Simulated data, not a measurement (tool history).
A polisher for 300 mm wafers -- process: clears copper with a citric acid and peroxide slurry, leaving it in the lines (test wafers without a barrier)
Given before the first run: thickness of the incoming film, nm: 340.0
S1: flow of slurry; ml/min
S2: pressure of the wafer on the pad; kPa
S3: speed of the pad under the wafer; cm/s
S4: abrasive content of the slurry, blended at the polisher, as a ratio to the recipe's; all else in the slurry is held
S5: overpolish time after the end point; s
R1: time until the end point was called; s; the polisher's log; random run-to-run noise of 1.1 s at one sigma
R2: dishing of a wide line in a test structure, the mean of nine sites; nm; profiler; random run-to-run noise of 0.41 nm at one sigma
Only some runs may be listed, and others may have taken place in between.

| run | hour | S1 | S2 | S3 | S4 | S5 | R1 | R2 |
|---|---|---|---|---|---|---|---|---|
| 1 | 0 | 280 | 22.8 | 112 | 1 | 19 | 111.33 | 42.117 |
| 2 | 0.5 | 280 | 22.8 | 116 | 1 | 16 | 109.48 | 37.282 |
| 3 | 1.1 | 280 | 22.8 | 136 | 1 | 16 | 94.562 | 41.393 |
| 4 | 6.6 | 260 | 21.4 | 146 | 0.9 | 14 | 94.25 | 37.128 |
| 5 | 15.1 | 240 | 20 | 154 | 0.8 | 12 | 97.137 | 30.906 |
| 6 | 23.9 | 225 | 20 | 158 | 0.75 | 11 | 98.245 | 28.686 |
| 7 | 24.8 | 225 | 20 | 158 | 0.75 | 11 | 97.565 | 28.905 |
| 8 | 33.6 | 210 | 20 | 162 | 0.7 | 10 | 98.993 | 25.823 |
| 9 | 34.9 | 200 | 20.7 | 162 | 0.65 | 9 | 96.805 | 24.52 |

Run 10, settings as shown, results not yet in. Your forecast:
| 10 | 39.5 | 195 | 21.4 | 162 | 0.6 | 8 | ? | ? |

{"run 10": {"R1": 96.402, "R2": 22.122}}

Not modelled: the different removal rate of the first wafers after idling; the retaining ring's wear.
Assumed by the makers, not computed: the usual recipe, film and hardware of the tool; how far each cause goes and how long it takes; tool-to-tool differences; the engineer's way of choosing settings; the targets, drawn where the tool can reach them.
